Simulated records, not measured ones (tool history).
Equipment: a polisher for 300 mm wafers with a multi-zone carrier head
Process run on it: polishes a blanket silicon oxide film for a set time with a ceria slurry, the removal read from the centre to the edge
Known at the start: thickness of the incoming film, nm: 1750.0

run  hour  flow of slurry (ml/min)  pressure of the head's centre zone  pressure of the head's middle zone  pressure of the head's edge zone  polishing time (s)  film removed at the wafer's centre (nm)  film removed at mid-radius (nm)  film removed at the wafer's edge (nm)
  1     0                      225                                   1                                   1                                 1                  64                                   261.73                           251.69                                 262.57
  2   2.1                      225                                   1                                0.91                                 1                  64                                   259.95                           232.19                                 263.74
  3   8.2                      215                                0.97                                 0.9                              0.98                  59                                   234.42                           210.27                                 238.69
  4  16.5                      215                                0.97                                 0.9                              0.98                  46                                   182.23                           166.92                                 186.31
  5  21.3                      215                                0.93                                 0.9                              0.98                  46                                   175.66                           162.62                                 185.25
  6  25.9                      195                                0.93                                 0.9                              0.98                  46                                    172.7                           162.87                                 185.57
  7  34.4                      190                                0.91                                0.89                              0.96                  45                                   164.11                              159                                 182.22
  8  35.4                      195                                 0.9                                0.88                              0.95                  44                                    159.1                           152.99                                 176.73
  9  42.3                      200                                0.89                                0.87                              0.94                  43                                    156.4                           150.26                                 166.66
 10  51.2                      195                                0.88                                0.86                              0.94                  43                                   153.75                           146.86                                 170.15
 11  58.2                      190                                0.87                                0.85                              0.93                  43                                   152.06                           144.95                                 167.82
 12  62.3                      185                                0.86                                0.85                              0.92                  43                                   148.13                           143.77                                 167.48

Run 13 comes next. What will it give?
 13  67.2                      185                                0.85                                0.84                              0.91                  43                                        ?                                ?                                      ?

film removed at the wafer's centre (nm): 147.37
film removed at mid-radius (nm): 142.85
film removed at the wafer's edge (nm): 166.99
